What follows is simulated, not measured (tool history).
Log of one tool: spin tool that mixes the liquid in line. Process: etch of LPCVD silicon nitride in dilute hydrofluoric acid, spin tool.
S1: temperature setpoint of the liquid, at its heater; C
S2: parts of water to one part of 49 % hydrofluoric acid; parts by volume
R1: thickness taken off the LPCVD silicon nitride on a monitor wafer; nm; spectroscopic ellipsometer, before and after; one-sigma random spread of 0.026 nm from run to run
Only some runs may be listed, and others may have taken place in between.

{"run": 1, "hour": 0.0, "S1": 23.0, "S2": 50, "time under the liquid (s)": 320, "R1": 2.9715}
{"run": 2, "hour": 9.0, "S1": 22.5, "S2": 50, "time under the liquid (s)": 320, "R1": 2.866}
{"run": 3, "hour": 17.3, "S1": 22.0, "S2": 50, "time under the liquid (s)": 320, "R1": 2.8002}
{"run": 4, "hour": 23.2, "S1": 21.5, "S2": 50, "time under the liquid (s)": 320, "R1": 2.7427}
{"run": 5, "hour": 28.9, "S1": 21.0, "S2": 50, "time under the liquid (s)": 320, "R1": 2.7124}
{"run": 6, "hour": 36.0, "S1": 20.5, "S2": 50, "time under the liquid (s)": 320, "R1": 2.5956}
{"run": 7, "hour": 40.2, "S1": 20.0, "S2": 50, "time under the liquid (s)": 320, "R1": 2.4895}
{"run": 8, "hour": 44.1, "S1": 19.5, "S2": 50, "time under the liquid (s)": 320, "R1": 2.4478}

For run 9, what comes out?
{"run": 9, "hour": 46.1, "S1": 19.0, "S2": 50, "time under the liquid (s)": 320, "R1": "?"}

Run 9 measured R1 2.2450 nm.
